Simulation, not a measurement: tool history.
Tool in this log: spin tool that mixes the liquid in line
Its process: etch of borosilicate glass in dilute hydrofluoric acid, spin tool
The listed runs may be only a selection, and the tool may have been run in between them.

| run | day | temperature setpoint of the liquid (C) | parts of water to one part of 49 % hydrofluoric acid (parts by volume) | time under the liquid (s) | thickness taken off the borosilicate glass on a monitor wafer (angstrom) |
|---|---|---|---|---|---|
| 1 | 0.000 | 21.0 | 95 | 15 | 24.566 |
| 2 | 0.050 | 21.0 | 95 | 15 | 24.434 |
| 3 | 0.358 | 22.5 | 90 | 15 | 27.317 |
| 4 | 0.654 | 22.5 | 90 | 15 | 27.434 |
| 5 | 0.754 | 22.5 | 75 | 15 | 33.739 |
| 6 | 0.858 | 20.0 | 75 | 15 | 30.384 |
| 7 | 1.142 | 21.5 | 75 | 15 | 32.247 |
| 8 | 1.258 | 23.0 | 75 | 15 | 34.156 |

Estimate the outcome of run 9 from the log above:
| 9 | 1.479 | 24.0 | 75 | 15 | ? |

Logged for run 9: thickness taken off the borosilicate glass on a monitor wafer (angstrom) 35.974.
